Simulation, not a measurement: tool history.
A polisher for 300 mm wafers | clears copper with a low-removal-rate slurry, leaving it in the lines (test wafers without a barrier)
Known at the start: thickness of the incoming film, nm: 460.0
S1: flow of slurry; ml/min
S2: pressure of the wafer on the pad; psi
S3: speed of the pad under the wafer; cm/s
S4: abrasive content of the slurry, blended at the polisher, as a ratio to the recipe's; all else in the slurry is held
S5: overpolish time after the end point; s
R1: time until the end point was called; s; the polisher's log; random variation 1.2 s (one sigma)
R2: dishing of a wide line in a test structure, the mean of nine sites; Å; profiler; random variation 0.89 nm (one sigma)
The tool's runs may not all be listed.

| run | hour | S1 | S2 | S3 | S4 | S5 | R1 | R2 |
|---|---|---|---|---|---|---|---|---|
| 1 | 0.0 | 130 | 3.2 | 128 | 1.0 | 29 | 100.070 | 703.18 |
| 2 | 1.0 | 135 | 3.6 | 132 | 1.0 | 23 | 86.181 | 675.65 |
| 3 | 4.4 | 135 | 3.6 | 122 | 1.0 | 23 | 93.260 | 646.21 |
| 4 | 10.0 | 135 | 4.0 | 126 | 1.0 | 19 | 81.811 | 625.95 |
| 5 | 13.8 | 135 | 4.0 | 138 | 1.0 | 19 | 74.196 | 651.51 |
| 6 | 15.2 | 140 | 4.2 | 140 | 1.0 | 18 | 73.190 | 659.35 |

Run 7 comes next. What will it give?
| 7 | 17.5 | 140 | 4.4 | 142 | 1.0 | 17 | ? | ? |

{"run 7": {"R1": 69.171, "R2": 660.8}}
